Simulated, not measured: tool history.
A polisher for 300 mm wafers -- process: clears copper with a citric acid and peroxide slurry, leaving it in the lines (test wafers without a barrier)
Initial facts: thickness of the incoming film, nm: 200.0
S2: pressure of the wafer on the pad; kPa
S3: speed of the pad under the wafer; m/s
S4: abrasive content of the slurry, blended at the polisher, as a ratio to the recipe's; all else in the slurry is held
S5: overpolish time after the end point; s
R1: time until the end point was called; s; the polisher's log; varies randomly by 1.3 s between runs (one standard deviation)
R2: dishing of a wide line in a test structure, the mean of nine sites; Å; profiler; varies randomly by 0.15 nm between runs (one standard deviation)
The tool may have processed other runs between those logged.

Run 1, day 0: flow of slurry (ml/min) 195, S2 16.5 kPa, S3 1.16 m/s, S4 1, S5 12 s. Result: R1 116.58 s, R2 152.8 Å.
Run 2, day 0.342: flow of slurry (ml/min) 195, S2 16.5 kPa, S3 1.16 m/s, S4 1, S5 15 s. Result: R1 120.1 s, R2 177.08 Å.
Run 3, day 0.667: flow of slurry (ml/min) 195, S2 16.5 kPa, S3 1.2 m/s, S4 1, S5 12 s. Result: R1 112.88 s, R2 156.2 Å.
Run 4, day 0.988: flow of slurry (ml/min) 200, S2 16.5 kPa, S3 1.22 m/s, S4 1.05, S5 10 s. Result: R1 112.44 s, R2 133.05 Å.
Run 5, day 1.1: flow of slurry (ml/min) 200, S2 16.5 kPa, S3 1.32 m/s, S4 1.05, S5 10 s. Result: R1 102.26 s, R2 141.38 Å.
Run 6, day 1.179: flow of slurry (ml/min) 235, S2 16.5 kPa, S3 1.32 m/s, S4 1.05, S5 10 s. Result: R1 100.42 s, R2 144.12 Å.
Run 7, day 1.417: flow of slurry (ml/min) 255, S2 15.2 kPa, S3 1.44 m/s, S4 1.15, S5 8 s. Result: R1 97.199 s, R2 122.09 Å.

Predict the results of run 8:
Run 8, day 1.704: flow of slurry (ml/min) 270, S2 13.8 kPa, S3 1.54 m/s, S4 1.25, S5 7 s. Result: R1 ?, R2 ?.

{"run 8": {"R1": 96.624, "R2": 102.97}}

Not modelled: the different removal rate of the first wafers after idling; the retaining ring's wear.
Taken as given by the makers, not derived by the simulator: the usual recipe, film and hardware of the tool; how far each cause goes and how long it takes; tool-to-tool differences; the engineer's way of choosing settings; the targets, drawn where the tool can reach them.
